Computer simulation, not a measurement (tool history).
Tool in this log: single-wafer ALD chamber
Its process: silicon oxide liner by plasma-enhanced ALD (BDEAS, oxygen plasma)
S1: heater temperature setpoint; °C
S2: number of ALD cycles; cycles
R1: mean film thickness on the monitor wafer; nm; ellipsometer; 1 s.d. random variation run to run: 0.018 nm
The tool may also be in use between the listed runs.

| run | hour | S1 | S2 | R1 |
|---|---|---|---|---|
| 1 | 0.0 | 325 | 42 | 3.5833 |
| 2 | 0.6 | 325 | 41 | 3.4711 |
| 3 | 5.8 | 325 | 47 | 3.9884 |
| 4 | 11.6 | 325 | 45 | 3.8307 |
| 5 | 14.7 | 321 | 45 | 3.8504 |
| 6 | 22.9 | 328 | 45 | 3.8040 |
| 7 | 26.5 | 328 | 43 | 3.6788 |

Estimate the outcome of run 8 from the log above:
| 8 | 30.6 | 328 | 42 | ? |

{"run 8": {"R1": 3.5823}}
